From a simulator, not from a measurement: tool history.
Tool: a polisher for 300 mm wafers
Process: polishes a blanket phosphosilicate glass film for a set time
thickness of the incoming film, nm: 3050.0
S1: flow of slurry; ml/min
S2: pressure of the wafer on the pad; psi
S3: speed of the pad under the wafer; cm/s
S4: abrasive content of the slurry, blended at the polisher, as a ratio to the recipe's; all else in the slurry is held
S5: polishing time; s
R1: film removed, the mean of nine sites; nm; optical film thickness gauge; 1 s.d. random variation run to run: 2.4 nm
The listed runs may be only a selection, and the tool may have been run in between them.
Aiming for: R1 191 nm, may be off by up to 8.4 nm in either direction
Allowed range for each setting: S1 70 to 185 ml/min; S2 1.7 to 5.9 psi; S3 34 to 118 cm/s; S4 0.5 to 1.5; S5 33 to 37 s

run  hour   S1   S2  S3    S4  S5      R1
  1     0  120  3.8  76     1  37     277
  2   7.1  120  3.8  76  1.15  37  304.35
  3   8.3  120  3.5  76  1.15  37   276.6
  4  14.8  120  3.5  76  1.25  37  284.96
  5  20.2  120  3.3  76  1.25  37   274.2
  6  21.9  120  3.1  76  1.25  37  255.62
  7  23.9  120  2.9  76  1.25  37  238.51
  8  29.1  120  2.8  76  1.25  37   236.9
  9    38  120  2.7  76  1.25  37   227.2
 10  46.9  110  2.1  76  1.25  37  173.93
 11  51.3  115  2.1  76  1.25  37  175.79
 12  56.3  115  2.1  76  1.25  37  175.05
 13    60  120  2.1  76  1.25  37  182.16
 14  68.1  125  2.1  76  1.25  37  174.49

Which of these 4 next moves meets every target?
  A  76.2   95  2.5  76  1.4  34   ?
  B  76.2  100  2.3  74  1.1  35   ?
  C  76.2  110  2.2  70  1.3  37   ?
  D  76.2  105  2.2  72  1.1  36   ?

move      R1
   A  191.57
   B   160.5
   C  174.02
   D  156.91
A: every result within its allowed miss
B: misses by more than the last run did
C: no better and no worse than the last run
D: misses by more than the last run did
The move that meets every target is A.
